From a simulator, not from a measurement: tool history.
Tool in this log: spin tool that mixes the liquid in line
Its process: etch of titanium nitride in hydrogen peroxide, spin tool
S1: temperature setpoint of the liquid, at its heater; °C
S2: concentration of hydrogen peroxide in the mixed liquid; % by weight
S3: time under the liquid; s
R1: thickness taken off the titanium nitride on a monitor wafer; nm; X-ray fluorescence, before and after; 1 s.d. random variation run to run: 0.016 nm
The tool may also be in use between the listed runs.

| run | hour | S1 | S2 | S3 | R1 |
|---|---|---|---|---|---|
| 1 | 0 | 57 | 25.5 | 35 | 3.8597 |
| 2 | 4.4 | 56.5 | 25.5 | 35 | 3.8009 |
| 3 | 5.5 | 56 | 25.5 | 35 | 3.6388 |
| 4 | 6.9 | 55.5 | 25.5 | 35 | 3.5156 |
| 5 | 15.8 | 55 | 25.5 | 35 | 3.3969 |
| 6 | 18.6 | 55 | 25.5 | 35 | 3.4003 |
| 7 | 26.2 | 54.5 | 25.5 | 35 | 3.2502 |
| 8 | 32.8 | 54 | 25.5 | 35 | 3.148 |
| 9 | 37.9 | 53.5 | 25.5 | 35 | 3.0513 |

Forecast run 10:
| 10 | 39.8 | 53 | 25.5 | 35 | ? |

{"run 10": {"R1": 2.9382}}
